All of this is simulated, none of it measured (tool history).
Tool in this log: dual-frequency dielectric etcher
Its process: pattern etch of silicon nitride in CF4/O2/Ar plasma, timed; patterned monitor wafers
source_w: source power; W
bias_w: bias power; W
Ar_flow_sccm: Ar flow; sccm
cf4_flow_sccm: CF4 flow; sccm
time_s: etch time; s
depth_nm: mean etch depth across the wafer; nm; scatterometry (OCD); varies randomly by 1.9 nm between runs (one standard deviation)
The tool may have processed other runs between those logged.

| run | hour | source_w | bias_w | Ar_flow_sccm | cf4_flow_sccm | time_s | depth_nm |
|---|---|---|---|---|---|---|---|
| 1 | 0 | 720 | 50 | 107 | 121 | 279 | 773.86 |
| 2 | 4.7 | 660 | 50 | 107 | 121 | 279 | 707.19 |
| 3 | 8.5 | 620 | 50 | 107 | 121 | 279 | 668.55 |
| 4 | 17.2 | 590 | 50 | 107 | 121 | 279 | 636.13 |
| 5 | 24.9 | 570 | 50 | 107 | 121 | 279 | 618.9 |
| 6 | 30 | 550 | 50 | 107 | 121 | 279 | 598.08 |

Run 7 is up next; what results do you expect?
| 7 | 38.9 | 540 | 50 | 107 | 121 | 279 | ? |

{"run 7": {"depth_nm": 586.7}}

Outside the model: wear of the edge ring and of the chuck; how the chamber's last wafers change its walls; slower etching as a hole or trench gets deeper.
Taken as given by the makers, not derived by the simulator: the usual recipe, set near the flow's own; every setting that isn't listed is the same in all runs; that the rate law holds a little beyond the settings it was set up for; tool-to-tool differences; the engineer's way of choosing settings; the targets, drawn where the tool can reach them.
